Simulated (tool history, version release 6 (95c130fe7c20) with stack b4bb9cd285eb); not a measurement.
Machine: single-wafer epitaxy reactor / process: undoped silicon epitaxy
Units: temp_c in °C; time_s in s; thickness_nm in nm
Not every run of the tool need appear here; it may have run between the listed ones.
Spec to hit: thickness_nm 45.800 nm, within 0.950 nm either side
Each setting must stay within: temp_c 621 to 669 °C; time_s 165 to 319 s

run  hour  temp_c  time_s  thickness_nm
  1   0.0     645     242        39.005
  2   4.9     646     242        39.580
  3  12.7     646     209        34.048
  4  18.0     648     209        35.551
  5  22.5     648     193        32.804
  6  23.3     648     224        38.094
  7  31.0     649     224        38.819
  8  35.1     650     224        39.604
  9  37.3     651     224        40.374
 10  38.9     652     224        41.467

Exactly one of the 4 candidate moves below puts every result within its allowed miss. Which one?
  A  40.5     658     221             ?
  B  40.5     654     252             ?
  C  40.5     658     236             ?
  D  40.5     657     241             ?

move  thickness_nm
   A        45.305
   B        47.883
   C        48.380
   D        48.478
A: meets every target
B: takes the biggest miss from the last run beyond its target
C: takes the biggest miss from the last run beyond its target
D: takes the biggest miss from the last run beyond its target
A meets every target.

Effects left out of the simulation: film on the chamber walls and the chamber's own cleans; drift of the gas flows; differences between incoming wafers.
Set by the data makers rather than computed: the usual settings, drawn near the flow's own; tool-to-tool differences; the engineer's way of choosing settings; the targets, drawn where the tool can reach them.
